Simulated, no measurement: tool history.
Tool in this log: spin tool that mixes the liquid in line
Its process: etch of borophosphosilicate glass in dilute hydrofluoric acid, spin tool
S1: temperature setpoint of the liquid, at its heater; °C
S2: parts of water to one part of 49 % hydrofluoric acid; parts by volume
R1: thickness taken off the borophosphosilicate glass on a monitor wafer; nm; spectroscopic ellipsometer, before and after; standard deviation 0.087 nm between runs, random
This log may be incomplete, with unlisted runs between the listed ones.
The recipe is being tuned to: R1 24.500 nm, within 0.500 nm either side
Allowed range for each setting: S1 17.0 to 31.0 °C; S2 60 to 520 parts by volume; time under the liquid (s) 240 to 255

Run 1, hour 0.0: S1 23.0 °C, S2 290 parts by volume, time under the liquid (s) 240. Result: R1 27.208 nm.
Run 2, hour 1.3: S1 22.5 °C, S2 290 parts by volume, time under the liquid (s) 240. Result: R1 26.694 nm.
Run 3, hour 9.5: S1 21.0 °C, S2 290 parts by volume, time under the liquid (s) 240. Result: R1 25.426 nm.
Run 4, hour 17.7: S1 24.0 °C, S2 290 parts by volume, time under the liquid (s) 240. Result: R1 28.256 nm.
Run 5, hour 22.9: S1 24.0 °C, S2 290 parts by volume, time under the liquid (s) 255. Result: R1 29.861 nm.
Run 6, hour 26.0: S1 26.5 °C, S2 290 parts by volume, time under the liquid (s) 255. Result: R1 32.558 nm.
Run 7, hour 33.5: S1 25.5 °C, S2 290 parts by volume, time under the liquid (s) 255. Result: R1 31.657 nm.
Run 8, hour 40.1: S1 21.5 °C, S2 295 parts by volume, time under the liquid (s) 255. Result: R1 26.875 nm.

Consider the 4 candidate settings below. Which is the only one whose results all fall within their allowed miss of target?
Run A, hour 46.7: S1 20.5 °C, S2 270 parts by volume, time under the liquid (s) 255. Result: R1 ?.
Run B, hour 46.7: S1 19.0 °C, S2 250 parts by volume, time under the liquid (s) 240. Result: R1 ?.
Run C, hour 46.7: S1 21.5 °C, S2 300 parts by volume, time under the liquid (s) 240. Result: R1 ?.
Run D, hour 46.7: S1 25.0 °C, S2 315 parts by volume, time under the liquid (s) 255. Result: R1 ?.

move      R1
   A  28.861
   B  28.214
   C  24.689
   D  27.890
A: further off than the last run
B: further off than the last run
C: every result within its allowed miss
D: further off than the last run
Answer: C
